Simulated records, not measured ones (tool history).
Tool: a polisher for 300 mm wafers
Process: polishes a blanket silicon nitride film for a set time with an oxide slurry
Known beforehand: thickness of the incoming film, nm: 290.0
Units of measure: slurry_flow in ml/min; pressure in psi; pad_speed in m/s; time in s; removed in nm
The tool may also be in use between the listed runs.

run	hour	slurry_flow	pressure	pad_speed	slurry_solids	time	removed
1	0	210	3.3	0.94	1	22	10.253
2	7.1	210	3.3	0.94	1.2	22	10.723
3	8.3	210	3.9	0.94	1.2	22	12.691
4	11.7	210	4.3	0.94	1.2	22	14.122
5	15.1	210	4.3	1.06	1.2	22	15.047
6	17.6	210	4	1.06	1.2	22	14.164
7	20.7	215	4.3	1.06	1.2	22	15.282

Expected results for the next run?
8	28.7	220	4.5	1.06	1.2	22	?

removed: 15.942 nm

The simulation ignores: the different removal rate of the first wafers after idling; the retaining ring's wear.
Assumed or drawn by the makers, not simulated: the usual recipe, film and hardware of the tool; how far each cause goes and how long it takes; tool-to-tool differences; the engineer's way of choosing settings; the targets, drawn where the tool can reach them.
